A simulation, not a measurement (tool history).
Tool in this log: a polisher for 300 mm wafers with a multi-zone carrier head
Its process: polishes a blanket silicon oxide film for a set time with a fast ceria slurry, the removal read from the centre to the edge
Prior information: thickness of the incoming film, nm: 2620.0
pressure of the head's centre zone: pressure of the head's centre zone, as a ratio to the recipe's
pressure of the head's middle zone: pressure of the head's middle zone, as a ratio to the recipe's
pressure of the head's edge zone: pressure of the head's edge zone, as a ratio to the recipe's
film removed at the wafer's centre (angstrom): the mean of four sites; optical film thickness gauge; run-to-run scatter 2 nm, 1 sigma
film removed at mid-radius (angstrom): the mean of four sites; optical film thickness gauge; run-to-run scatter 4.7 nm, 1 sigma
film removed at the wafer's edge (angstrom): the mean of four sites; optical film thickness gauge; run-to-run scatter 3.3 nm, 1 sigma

run  hour  flow of slurry (ml/min)  pressure of the head's centre zone  pressure of the head's middle zone  pressure of the head's edge zone  polishing time (s)  film removed at the wafer's centre (angstrom)  film removed at mid-radius (angstrom)  film removed at the wafer's edge (angstrom)
  1   0.0                      130                                1.00                                1.00                              1.00                  48                                         5585.8                                 5018.6                                       4996.3
  2   6.8                      125                                0.97                                1.01                              0.99                  46                                         5133.1                                 4776.6                                       4805.9
  3  12.2                      140                                0.97                                1.01                              0.99                  46                                         5349.6                                 4890.6                                       4883.4
  4  17.8                      130                                0.95                                1.02                              0.97                  44                                         4900.3                                 4674.2                                       4601.7
  5  20.0                      145                                0.95                                1.02                              0.97                  44                                         5001.7                                 4766.5                                       4679.2
  6  27.7                      120                                0.95                                1.02                              0.97                  44                                         4754.6                                 4508.7                                       4534.4
     36.2  -- centre zone pressure recalibrated
  7  36.2                      115                                0.93                                1.04                              0.95                  42                                         3978.4                                 4302.5                                       4224.6
  8  37.0                      115                                0.93                                1.04                              0.93                  41                                         3870.5                                 4277.5                                       4123.6
  9  38.8                      115                                0.94                                1.03                              0.91                  40                                         3867.4                                 4115.1                                       3899.8
 10  47.4                      110                                0.93                                1.02                              0.90                  40                                         3782.8                                 4087.3                                       3956.7

Forecast run 11:
 11  51.8                      110                                0.93                                1.02                              0.89                  39                                              ?                                      ?                                            ?

Run 11 measured film removed at the wafer's centre (angstrom) 3663.9, film removed at mid-radius (angstrom) 3910.1, film removed at the wafer's edge (angstrom) 3782.5.

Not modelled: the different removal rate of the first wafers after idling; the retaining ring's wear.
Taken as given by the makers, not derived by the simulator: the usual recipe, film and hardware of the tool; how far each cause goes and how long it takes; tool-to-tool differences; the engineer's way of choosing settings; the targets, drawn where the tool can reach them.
